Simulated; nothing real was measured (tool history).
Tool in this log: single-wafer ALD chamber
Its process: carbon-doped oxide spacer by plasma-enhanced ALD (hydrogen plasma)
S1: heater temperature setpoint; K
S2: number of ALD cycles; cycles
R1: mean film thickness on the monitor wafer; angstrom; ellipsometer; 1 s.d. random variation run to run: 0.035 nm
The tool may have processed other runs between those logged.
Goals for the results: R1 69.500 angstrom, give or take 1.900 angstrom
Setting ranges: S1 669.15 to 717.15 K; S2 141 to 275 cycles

Run 1, hour 0.0: S1 693.15 K, S2 208 cycles. Result: R1 95.313 angstrom.
Run 2, hour 1.9: S1 696.15 K, S2 189 cycles. Result: R1 86.244 angstrom.
Run 3, hour 4.0: S1 704.15 K, S2 189 cycles. Result: R1 84.112 angstrom.
Run 4, hour 8.2: S1 712.15 K, S2 189 cycles. Result: R1 81.465 angstrom.
Run 5, hour 9.3: S1 708.15 K, S2 189 cycles. Result: R1 82.764 angstrom.
Run 6, hour 11.2: S1 715.15 K, S2 189 cycles. Result: R1 80.597 angstrom.
Run 7, hour 14.7: S1 716.15 K, S2 179 cycles. Result: R1 76.212 angstrom.
Run 8, hour 16.3: S1 716.15 K, S2 173 cycles. Result: R1 73.715 angstrom.
Run 9, hour 17.4: S1 716.15 K, S2 170 cycles. Result: R1 72.546 angstrom.
Run 10, hour 22.2: S1 716.15 K, S2 168 cycles. Result: R1 71.845 angstrom.

Below are 4 possible settings for the next run. Only one of them brings all results inside the allowed miss of their targets. Which is it?
Run A, hour 27.0: S1 714.15 K, S2 178 cycles. Result: R1 ?.
Run B, hour 27.0: S1 714.15 K, S2 173 cycles. Result: R1 ?.
Run C, hour 27.0: S1 717.15 K, S2 163 cycles. Result: R1 ?.
Run D, hour 27.0: S1 715.15 K, S2 173 cycles. Result: R1 ?.

move      R1
   A  77.288
   B  75.117
   C  70.110
   D  74.882
A: moves away from the targets compared with the last run
B: moves away from the targets compared with the last run
C: each result inside its tolerance
D: moves away from the targets compared with the last run
Correct choice: C, which meets every target
